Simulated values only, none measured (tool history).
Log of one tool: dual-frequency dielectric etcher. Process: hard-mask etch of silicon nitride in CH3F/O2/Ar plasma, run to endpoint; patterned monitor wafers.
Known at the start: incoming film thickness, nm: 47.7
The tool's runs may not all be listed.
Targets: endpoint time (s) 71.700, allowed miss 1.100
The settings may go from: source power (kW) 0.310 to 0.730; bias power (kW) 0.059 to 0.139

| run | hour | source power (kW) | bias power (kW) | endpoint time (s) |
|---|---|---|---|---|
| 1 | 0.0 | 0.520 | 0.099 | 62.293 |
| 2 | 6.4 | 0.520 | 0.107 | 61.123 |
| 3 | 12.5 | 0.480 | 0.105 | 64.045 |
| 4 | 15.2 | 0.480 | 0.121 | 60.723 |
| 5 | 20.5 | 0.450 | 0.119 | 63.013 |
| 6 | 24.7 | 0.420 | 0.118 | 64.933 |
| 7 | 30.5 | 0.400 | 0.118 | 66.915 |
| 8 | 33.7 | 0.390 | 0.118 | 66.779 |
|  | 41.4 | bias power generator calibrated |
| 9 | 41.4 | 0.310 | 0.110 | 76.663 |
| 10 | 46.6 | 0.320 | 0.110 | 74.532 |
| 11 | 52.3 | 0.320 | 0.110 | 74.982 |
| 12 | 57.3 | 0.330 | 0.110 | 74.161 |
| 13 | 66.1 | 0.340 | 0.110 | 72.342 |

Which of these 4 next moves meets every target?
| A | 74.9 | 0.350 | 0.100 | ? |
| B | 74.9 | 0.390 | 0.105 | ? |
| C | 74.9 | 0.380 | 0.111 | ? |
| D | 74.9 | 0.360 | 0.106 | ? |

| move | endpoint time (s) |
|---|---|
| A | 74.304 |
| B | 69.548 |
| C | 69.106 |
| D | 71.946 |
A: further off than the last run
B: takes the result that was furthest off past its target
C: takes the result that was furthest off past its target
D: meets every target
Move D is the one to make.
